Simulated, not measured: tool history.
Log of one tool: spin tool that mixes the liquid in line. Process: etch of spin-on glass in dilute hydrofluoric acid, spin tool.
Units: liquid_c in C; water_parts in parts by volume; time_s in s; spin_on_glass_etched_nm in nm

run  hour  liquid_c  water_parts  time_s  spin_on_glass_etched_nm
  1     0        23          205      30                   5.9286
  2   5.6      24.5          205      30                   6.3111
  3  10.9      25.5          205      30                   6.5007
  4  15.9      25.5          255      30                   4.9835
  5  21.4      25.5          285      30                   4.3087
  6  23.7      25.5          330      30                   3.5379
  7  28.4        27          300      30                   4.2193
  8  35.9        28          280      30                   4.7582

Run 9 has not been measured yet. What should we expect?
  9  41.2        29          260      30                        ?

spin_on_glass_etched_nm: 5.4403 nm
